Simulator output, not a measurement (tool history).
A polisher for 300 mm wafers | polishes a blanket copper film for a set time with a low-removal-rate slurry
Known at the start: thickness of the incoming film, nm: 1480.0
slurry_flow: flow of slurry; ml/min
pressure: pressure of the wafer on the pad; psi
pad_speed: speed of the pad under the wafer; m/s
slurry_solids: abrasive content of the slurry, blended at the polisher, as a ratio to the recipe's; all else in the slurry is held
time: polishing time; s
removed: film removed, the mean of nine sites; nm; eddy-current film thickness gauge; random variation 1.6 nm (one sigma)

run	hour	slurry_flow	pressure	pad_speed	slurry_solids	time	removed
1	0	245	2.6	0.96	1	52	164.15
2	1.2	300	2.6	0.96	1	52	166.05
3	8.1	300	2.6	0.96	1	52	162.62
4	11.8	300	2.6	0.96	1	46	146.66
5	13.8	240	2.6	0.96	1	46	139.89
6	15.3	240	3.1	0.96	1	46	170.66
7	21.5	240	2.8	0.94	1	46	149.24
8	27.5	240	2.6	0.94	1	46	140.89
9	28.8	240	2.5	0.94	1	46	130.68

Run 10 comes next. What will it give?
10	36.1	235	2.4	0.94	1	46	?

{"run 10": {"removed": 129.13}}
